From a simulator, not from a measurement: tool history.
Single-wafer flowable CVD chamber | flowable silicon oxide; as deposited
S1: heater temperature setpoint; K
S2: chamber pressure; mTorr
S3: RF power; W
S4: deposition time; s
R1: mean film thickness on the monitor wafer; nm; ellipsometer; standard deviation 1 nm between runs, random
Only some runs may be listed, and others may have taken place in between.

run 1 hour=0.0 | S1=378.15 S2=615 S3=1725 S4=1228 | R1=391.32
run 2 hour=4.9 | S1=381.15 S2=615 S3=1725 S4=1228 | R1=350.19
run 3 hour=9.9 | S1=387.15 S2=615 S3=1725 S4=1228 | R1=291.65
run 4 hour=18.3 | S1=387.15 S2=696 S3=1725 S4=1228 | R1=328.37
run 5 hour=19.7 | S1=387.15 S2=802 S3=1725 S4=1228 | R1=374.69
run 6 hour=23.0 | S1=390.15 S2=801 S3=1725 S4=1228 | R1=341.81
run 7 hour=25.0 | S1=392.15 S2=801 S3=1725 S4=1228 | R1=319.93
run 8 hour=26.7 | S1=394.15 S2=801 S3=1725 S4=1228 | R1=303.94

Forecast run 9:
run 9 hour=31.6 | S1=395.15 S2=801 S3=1725 S4=1228 | R1=?

{"run 9": {"R1": 296.31}}
